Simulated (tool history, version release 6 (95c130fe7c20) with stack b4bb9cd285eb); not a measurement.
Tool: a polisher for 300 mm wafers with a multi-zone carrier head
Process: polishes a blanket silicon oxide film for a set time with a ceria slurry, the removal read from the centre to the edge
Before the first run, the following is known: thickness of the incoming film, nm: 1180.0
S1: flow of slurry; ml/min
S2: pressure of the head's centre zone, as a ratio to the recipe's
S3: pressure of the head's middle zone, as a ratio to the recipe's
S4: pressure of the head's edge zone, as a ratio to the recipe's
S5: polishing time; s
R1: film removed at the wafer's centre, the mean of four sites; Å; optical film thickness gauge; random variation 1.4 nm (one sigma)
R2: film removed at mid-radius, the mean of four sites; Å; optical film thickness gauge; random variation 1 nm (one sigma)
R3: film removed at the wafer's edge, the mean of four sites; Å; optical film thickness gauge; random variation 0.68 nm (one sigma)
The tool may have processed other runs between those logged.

run	hour	S1	S2	S3	S4	S5	R1	R2	R3
1	0	255	1	1	1	47	1694.1	1744.5	1711.7
2	2.1	310	1	1	1	47	1751.1	1773.1	1732.1
3	4.9	280	1	1	1	47	1763	1750.3	1727.9
4	12	280	1	1	1	59	2133	2199.8	2161.1
5	13.8	280	1	1.04	1	59	2131.6	2282.1	2163.3
6	14.4	280	1	0.96	1	59	2152.1	2158.7	2159.3
7	18.9	270	0.95	0.97	0.95	50	1737.7	1839.2	1771.6
8	19.5	255	0.91	0.96	0.92	44	1495.5	1603.7	1528
9	21.2	215	0.81	0.99	0.88	31	906.83	1104.4	1044.1

Run 10, settings as shown, results not yet in. Your forecast:
10	27.3	250	0.83	1	0.89	31	?	?	?

{"run 10": {"R1": 958.98, "R2": 1153.5, "R3": 1076.4}}

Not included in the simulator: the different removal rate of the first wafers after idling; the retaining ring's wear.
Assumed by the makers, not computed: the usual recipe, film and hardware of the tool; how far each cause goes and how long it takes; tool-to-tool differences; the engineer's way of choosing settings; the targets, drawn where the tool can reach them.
